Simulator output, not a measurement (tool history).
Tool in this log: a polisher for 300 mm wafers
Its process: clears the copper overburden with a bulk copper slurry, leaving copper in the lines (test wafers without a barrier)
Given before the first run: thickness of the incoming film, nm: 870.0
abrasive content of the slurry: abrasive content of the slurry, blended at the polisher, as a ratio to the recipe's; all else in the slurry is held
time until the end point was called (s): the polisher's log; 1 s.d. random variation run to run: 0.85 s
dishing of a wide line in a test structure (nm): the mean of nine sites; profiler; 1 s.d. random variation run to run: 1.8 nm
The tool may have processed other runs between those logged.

| run | hour | flow of slurry (ml/min) | pressure of the wafer on the pad (kPa) | speed of the pad under the wafer (m/s) | abrasive content of the slurry | overpolish time after the end point (s) | time until the end point was called (s) | dishing of a wide line in a test structure (nm) |
|---|---|---|---|---|---|---|---|---|
| 1 | 0.0 | 215 | 15.2 | 1.08 | 1.00 | 29 | 106.33 | 99.844 |
| 2 | 7.3 | 215 | 15.2 | 1.08 | 1.00 | 18 | 108.70 | 77.392 |
| 3 | 9.4 | 215 | 15.2 | 1.08 | 1.05 | 18 | 105.89 | 77.860 |
| 4 | 14.5 | 215 | 15.9 | 1.08 | 1.00 | 24 | 101.82 | 94.734 |
| 5 | 21.7 | 215 | 15.9 | 1.08 | 0.80 | 24 | 106.82 | 91.304 |
| 6 | 28.4 | 215 | 16.5 | 1.08 | 0.80 | 28 | 101.78 | 103.160 |

Estimate the outcome of run 7 from the log above:
| 7 | 36.2 | 215 | 16.5 | 1.08 | 0.80 | 31 | ? | ? |

{"run 7": {"time until the end point was called (s)": 100.87, "dishing of a wide line in a test structure (nm)": 106.57}}

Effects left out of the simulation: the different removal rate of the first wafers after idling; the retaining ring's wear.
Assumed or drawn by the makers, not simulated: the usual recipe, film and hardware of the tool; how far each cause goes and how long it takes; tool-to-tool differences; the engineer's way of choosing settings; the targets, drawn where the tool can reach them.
